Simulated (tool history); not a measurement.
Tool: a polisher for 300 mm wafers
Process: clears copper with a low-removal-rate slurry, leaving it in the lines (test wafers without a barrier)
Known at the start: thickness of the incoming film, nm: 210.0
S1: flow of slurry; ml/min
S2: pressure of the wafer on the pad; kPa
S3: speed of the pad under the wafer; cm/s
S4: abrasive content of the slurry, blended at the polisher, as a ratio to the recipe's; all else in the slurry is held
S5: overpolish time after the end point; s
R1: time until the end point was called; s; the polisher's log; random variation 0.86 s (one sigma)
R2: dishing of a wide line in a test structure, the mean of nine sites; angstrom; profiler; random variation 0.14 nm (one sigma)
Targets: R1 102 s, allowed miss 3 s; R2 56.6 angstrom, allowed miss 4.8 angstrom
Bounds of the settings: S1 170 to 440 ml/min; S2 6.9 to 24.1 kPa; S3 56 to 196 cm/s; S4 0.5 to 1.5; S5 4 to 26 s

Run 1, hour 0: S1 280 ml/min, S2 15.2 kPa, S3 126 cm/s, S4 1, S5 13 s. Result: R1 79.655 s, R2 208.14 angstrom.
Run 2, hour 3.1: S1 280 ml/min, S2 15.2 kPa, S3 126 cm/s, S4 1.15, S5 13 s. Result: R1 76.777 s, R2 213.73 angstrom.
Run 3, hour 6: S1 270 ml/min, S2 13.1 kPa, S3 128 cm/s, S4 1.25, S5 10 s. Result: R1 86.521 s, R2 154.48 angstrom.
Run 4, hour 9.4: S1 270 ml/min, S2 13.1 kPa, S3 128 cm/s, S4 1.1, S5 10 s. Result: R1 89.208 s, R2 152.77 angstrom.
Run 5, hour 15.8: S1 270 ml/min, S2 13.1 kPa, S3 144 cm/s, S4 1.1, S5 10 s. Result: R1 82.201 s, R2 158.72 angstrom.
Run 6, hour 16.6: S1 270 ml/min, S2 13.1 kPa, S3 132 cm/s, S4 1.1, S5 10 s. Result: R1 86.694 s, R2 152.51 angstrom.
Run 7, hour 18.2: S1 235 ml/min, S2 11 kPa, S3 154 cm/s, S4 0.9, S5 8 s. Result: R1 97.894 s, R2 110.75 angstrom.
Run 8, hour 25: S1 170 ml/min, S2 9.7 kPa, S3 190 cm/s, S4 0.65, S5 4 s. Result: R1 112.81 s, R2 50.218 angstrom.
Run 9, hour 27.5: S1 190 ml/min, S2 9.7 kPa, S3 192 cm/s, S4 0.65, S5 4 s. Result: R1 109.31 s, R2 54.075 angstrom.

4 next moves are on the table. One of them brings every result within its allowed miss. Which?
Run A, hour 30: S1 200 ml/min, S2 9.7 kPa, S3 190 cm/s, S4 0.65, S5 5 s. Result: R1 ?, R2 ?.
Run B, hour 30: S1 185 ml/min, S2 9 kPa, S3 190 cm/s, S4 0.7, S5 4 s. Result: R1 ?, R2 ?.
Run C, hour 30: S1 170 ml/min, S2 10.3 kPa, S3 192 cm/s, S4 0.75, S5 4 s. Result: R1 ?, R2 ?.
Run D, hour 30: S1 225 ml/min, S2 9 kPa, S3 196 cm/s, S4 0.75, S5 5 s. Result: R1 ?, R2 ?.

move      R1      R2
   A  110.63  67.757
   B   117.9  51.576
   C  102.08  59.245
   D     110  68.065
A: further off than the last run
B: further off than the last run
C: meets every target
D: further off than the last run
The right move is C.
